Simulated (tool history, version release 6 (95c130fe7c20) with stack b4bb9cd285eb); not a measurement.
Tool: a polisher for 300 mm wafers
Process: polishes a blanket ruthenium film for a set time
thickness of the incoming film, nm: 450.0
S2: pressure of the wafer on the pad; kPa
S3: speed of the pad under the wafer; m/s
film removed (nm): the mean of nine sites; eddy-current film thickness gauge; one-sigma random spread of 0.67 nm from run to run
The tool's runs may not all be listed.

{"run": 1, "hour": 0.0, "flow of slurry (ml/min)": 275, "S2": 12.4, "S3": 1.0, "polishing time (s)": 84, "film removed (nm)": 96.069}
{"run": 2, "hour": 4.8, "flow of slurry (ml/min)": 280, "S2": 13.1, "S3": 1.0, "polishing time (s)": 84, "film removed (nm)": 98.254}
{"run": 3, "hour": 7.4, "flow of slurry (ml/min)": 280, "S2": 13.1, "S3": 0.9, "polishing time (s)": 84, "film removed (nm)": 91.436}
{"run": 4, "hour": 10.9, "flow of slurry (ml/min)": 280, "S2": 13.8, "S3": 0.9, "polishing time (s)": 84, "film removed (nm)": 95.039}
{"run": 5, "hour": 14.6, "flow of slurry (ml/min)": 280, "S2": 11.0, "S3": 0.9, "polishing time (s)": 84, "film removed (nm)": 82.391}
{"run": 6, "hour": 22.1, "flow of slurry (ml/min)": 285, "S2": 13.1, "S3": 0.9, "polishing time (s)": 84, "film removed (nm)": 91.629}
{"run": 7, "hour": 29.6, "flow of slurry (ml/min)": 290, "S2": 14.5, "S3": 0.9, "polishing time (s)": 84, "film removed (nm)": 98.142}
{"run": 8, "hour": 30.8, "flow of slurry (ml/min)": 290, "S2": 15.2, "S3": 0.9, "polishing time (s)": 84, "film removed (nm)": 102.24}
{"run": 9, "hour": 33.4, "flow of slurry (ml/min)": 290, "S2": 15.9, "S3": 0.9, "polishing time (s)": 84, "film removed (nm)": 105.13}
{"run": 10, "hour": 38.4, "flow of slurry (ml/min)": 290, "S2": 16.5, "S3": 0.9, "polishing time (s)": 84, "film removed (nm)": 108.92}

Run 11 has not been measured yet. What should we expect?
{"run": 11, "hour": 46.4, "flow of slurry (ml/min)": 295, "S2": 16.5, "S3": 0.9, "polishing time (s)": 84, "film removed (nm)": "?"}

{"run 11": {"film removed (nm)": 108.68}}
